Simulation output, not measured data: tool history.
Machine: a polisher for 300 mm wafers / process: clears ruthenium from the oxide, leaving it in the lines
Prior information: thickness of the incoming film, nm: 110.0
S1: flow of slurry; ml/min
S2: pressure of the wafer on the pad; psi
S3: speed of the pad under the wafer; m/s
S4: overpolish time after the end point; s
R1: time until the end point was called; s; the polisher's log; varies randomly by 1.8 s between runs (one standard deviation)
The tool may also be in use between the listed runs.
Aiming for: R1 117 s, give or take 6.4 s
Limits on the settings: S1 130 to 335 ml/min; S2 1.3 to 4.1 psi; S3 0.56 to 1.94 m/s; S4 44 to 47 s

run 1 hour=0 | S1=215 S2=2.7 S3=1.24 S4=44 | R1=66.612
run 2 hour=8.3 | S1=215 S2=3 S3=1.24 S4=44 | R1=61.351
run 3 hour=12 | S1=215 S2=3.6 S3=1.24 S4=44 | R1=48.981
run 4 hour=19.6 | S1=215 S2=3.2 S3=1.24 S4=44 | R1=57.51
run 5 hour=25.7 | S1=190 S2=3.2 S3=1.24 S4=44 | R1=56.707
run 6 hour=30.8 | S1=190 S2=3 S3=1.22 S4=44 | R1=62.208
run 7 hour=35.6 | S1=190 S2=2.8 S3=1.2 S4=44 | R1=65.325
run 8 hour=39 | S1=190 S2=2.6 S3=1.16 S4=44 | R1=71.378
run 9 hour=45.1 | S1=190 S2=2.4 S3=1.12 S4=44 | R1=80.413
run 10 hour=54 | S1=190 S2=2.3 S3=1.1 S4=44 | R1=86.786
run 11 hour=60.6 | S1=190 S2=2.2 S3=1.1 S4=44 | R1=88.768
run 12 hour=62.9 | S1=190 S2=2.1 S3=1.1 S4=44 | R1=93.988
run 13 hour=71.4 | S1=190 S2=2 S3=1.1 S4=44 | R1=99.187
run 14 hour=76.1 | S1=190 S2=1.9 S3=1.1 S4=44 | R1=102.41
run 15 hour=77.5 | S1=190 S2=1.5 S3=1.08 S4=44 | R1=132.11

Which of these 5 next moves meets every target?
run A hour=78.9 | S1=185 S2=1.4 S3=1.2 S4=47 | R1=?
run B hour=78.9 | S1=155 S2=1.9 S3=0.96 S4=47 | R1=?
run C hour=78.9 | S1=205 S2=1.5 S3=1.02 S4=47 | R1=?
run D hour=78.9 | S1=215 S2=1.4 S3=1.18 S4=44 | R1=?
run E hour=78.9 | S1=180 S2=1.7 S3=0.88 S4=47 | R1=?

move=A R1=129.96
move=B R1=116.03
move=C R1=136.25
move=D R1=130.14
move=E R1=135.63
A: nearer than the last run, and not there yet
B: all results land within tolerance of their targets
C: lands further from the targets than the last run did
D: nearer than the last run, and not there yet
E: lands further from the targets than the last run did
Go with B: it meets all targets.
